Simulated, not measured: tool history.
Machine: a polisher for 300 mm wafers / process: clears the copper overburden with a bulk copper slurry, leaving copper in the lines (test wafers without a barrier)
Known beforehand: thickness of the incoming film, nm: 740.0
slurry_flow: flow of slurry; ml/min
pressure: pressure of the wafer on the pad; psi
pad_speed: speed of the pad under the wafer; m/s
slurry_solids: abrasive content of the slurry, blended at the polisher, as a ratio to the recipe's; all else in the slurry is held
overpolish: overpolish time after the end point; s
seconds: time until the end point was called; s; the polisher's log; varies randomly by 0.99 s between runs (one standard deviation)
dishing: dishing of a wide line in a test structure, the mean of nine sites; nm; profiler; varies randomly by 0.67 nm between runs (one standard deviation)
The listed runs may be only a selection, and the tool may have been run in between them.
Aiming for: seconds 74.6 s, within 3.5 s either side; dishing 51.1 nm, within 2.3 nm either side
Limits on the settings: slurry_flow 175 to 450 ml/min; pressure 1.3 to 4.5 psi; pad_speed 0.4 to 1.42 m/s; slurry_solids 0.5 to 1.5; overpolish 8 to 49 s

run 1 hour=0 | slurry_flow=290 pressure=2.9 pad_speed=0.9 slurry_solids=1 overpolish=25 | seconds=83.472 dishing=106.77
run 2 hour=7.8 | slurry_flow=290 pressure=2.9 pad_speed=0.98 slurry_solids=1 overpolish=25 | seconds=76.456 dishing=110.63
run 3 hour=16.1 | slurry_flow=290 pressure=2.9 pad_speed=0.76 slurry_solids=1 overpolish=25 | seconds=99.375 dishing=96.725
run 4 hour=23.1 | slurry_flow=290 pressure=2.9 pad_speed=0.86 slurry_solids=1 overpolish=25 | seconds=87.647 dishing=104.57
run 5 hour=28.2 | slurry_flow=290 pressure=2.9 pad_speed=0.86 slurry_solids=1 overpolish=15 | seconds=86.491 dishing=73.322
run 6 hour=33.6 | slurry_flow=290 pressure=2.9 pad_speed=0.86 slurry_solids=1 overpolish=25 | seconds=86.078 dishing=105.03
run 7 hour=38 | slurry_flow=285 pressure=2.5 pad_speed=0.98 slurry_solids=1.05 overpolish=21 | seconds=84.098 dishing=95.21
run 8 hour=41.1 | slurry_flow=325 pressure=2.9 pad_speed=0.92 slurry_solids=0.9 overpolish=18 | seconds=82.79 dishing=86.713
run 9 hour=42.7 | slurry_flow=290 pressure=3 pad_speed=0.86 slurry_solids=1.05 overpolish=16 | seconds=83.503 dishing=80.014
run 10 hour=51.7 | slurry_flow=265 pressure=3.1 pad_speed=0.86 slurry_solids=0.9 overpolish=14 | seconds=86.685 dishing=72.698
run 11 hour=60.4 | slurry_flow=245 pressure=3.1 pad_speed=0.86 slurry_solids=1 overpolish=13 | seconds=84.516 dishing=68.332
-- hour=64.9 head pressure recalibrated
run 12 hour=64.9 | slurry_flow=245 pressure=3.1 pad_speed=0.86 slurry_solids=1 overpolish=13 | seconds=81.707 dishing=69.683
run 13 hour=71.4 | slurry_flow=230 pressure=3.1 pad_speed=0.84 slurry_solids=1.1 overpolish=12 | seconds=81.212 dishing=65.929
run 14 hour=72.2 | slurry_flow=215 pressure=3.1 pad_speed=0.82 slurry_solids=1.2 overpolish=11 | seconds=83.294 dishing=60.324

4 next moves are on the table. One of them brings every result within its allowed miss. Which?
run A hour=73 | slurry_flow=215 pressure=3.1 pad_speed=0.76 slurry_solids=1.2 overpolish=16 | seconds=? dishing=?
run B hour=73 | slurry_flow=240 pressure=2 pad_speed=1 slurry_solids=1.15 overpolish=14 | seconds=? dishing=?
run C hour=73 | slurry_flow=230 pressure=3.5 pad_speed=0.8 slurry_solids=1.3 overpolish=8 | seconds=? dishing=?
run D hour=73 | slurry_flow=190 pressure=3.2 pad_speed=0.72 slurry_solids=1.15 overpolish=15 | seconds=? dishing=?

move=A seconds=87.255 dishing=76.35
move=B seconds=91.442 dishing=64.289
move=C seconds=73.988 dishing=50.354
move=D seconds=91.432 dishing=70.33
A: further off than the last run
B: further off than the last run
C: in spec on every target
D: further off than the last run
C meets every target.

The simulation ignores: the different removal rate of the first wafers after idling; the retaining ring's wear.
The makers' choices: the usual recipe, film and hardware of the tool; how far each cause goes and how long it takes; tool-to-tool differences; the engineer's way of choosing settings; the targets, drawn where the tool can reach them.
